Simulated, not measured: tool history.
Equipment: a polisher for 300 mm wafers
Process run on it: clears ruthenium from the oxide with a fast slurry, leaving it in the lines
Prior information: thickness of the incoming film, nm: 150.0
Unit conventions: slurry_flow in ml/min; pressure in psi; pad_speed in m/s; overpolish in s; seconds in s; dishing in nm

| run | hour | slurry_flow | pressure | pad_speed | slurry_solids | overpolish | seconds | dishing |
|---|---|---|---|---|---|---|---|---|
| 1 | 0.0 | 255 | 2.1 | 0.76 | 1.0 | 27 | 62.431 | 39.297 |
| 2 | 8.2 | 255 | 2.4 | 0.76 | 1.0 | 27 | 54.912 | 43.164 |
| 3 | 9.8 | 255 | 2.3 | 0.76 | 1.0 | 29 | 57.291 | 43.825 |
| 4 | 15.9 | 255 | 2.3 | 0.66 | 1.0 | 29 | 64.770 | 40.661 |
| 5 | 21.5 | 255 | 2.5 | 0.66 | 1.0 | 29 | 62.377 | 42.311 |
| 6 | 24.3 | 255 | 2.5 | 0.66 | 1.1 | 29 | 58.642 | 44.819 |
| 7 | 28.8 | 255 | 2.4 | 0.66 | 1.1 | 30 | 61.652 | 43.872 |

Forecast run 8:
| 8 | 35.2 | 255 | 2.3 | 0.66 | 1.1 | 31 | ? | ? |

seconds: 63.540 s
dishing: 43.703 nm
